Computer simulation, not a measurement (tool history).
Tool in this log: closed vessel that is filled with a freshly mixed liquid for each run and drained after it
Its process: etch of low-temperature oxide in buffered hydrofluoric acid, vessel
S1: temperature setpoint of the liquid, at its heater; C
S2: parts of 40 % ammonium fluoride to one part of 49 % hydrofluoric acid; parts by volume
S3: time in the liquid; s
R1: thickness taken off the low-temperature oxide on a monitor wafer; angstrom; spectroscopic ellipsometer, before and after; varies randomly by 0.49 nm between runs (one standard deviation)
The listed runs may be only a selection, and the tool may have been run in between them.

{"run": 1, "day": 0.0, "S1": 22.0, "S2": 23.5, "S3": 85, "R1": 756.95}
{"run": 2, "day": 0.296, "S1": 22.0, "S2": 23.5, "S3": 95, "R1": 867.91}
{"run": 3, "day": 0.488, "S1": 20.5, "S2": 24.5, "S3": 95, "R1": 752.58}
{"run": 4, "day": 0.55, "S1": 20.5, "S2": 24.5, "S3": 95, "R1": 749.73}
{"run": 5, "day": 0.592, "S1": 23.0, "S2": 24.5, "S3": 95, "R1": 868.4}
{"run": 6, "day": 0.808, "S1": 23.0, "S2": 24.5, "S3": 95, "R1": 878.95}
{"run": 7, "day": 0.9, "S1": 21.5, "S2": 25.0, "S3": 95, "R1": 790.15}
{"run": 8, "day": 1.046, "S1": 20.5, "S2": 25.5, "S3": 95, "R1": 734.58}

Expected results for the next run?
{"run": 9, "day": 1.183, "S1": 19.5, "S2": 25.5, "S3": 95, "R1": "?"}

Run 9 produced R1 692.14 angstrom.

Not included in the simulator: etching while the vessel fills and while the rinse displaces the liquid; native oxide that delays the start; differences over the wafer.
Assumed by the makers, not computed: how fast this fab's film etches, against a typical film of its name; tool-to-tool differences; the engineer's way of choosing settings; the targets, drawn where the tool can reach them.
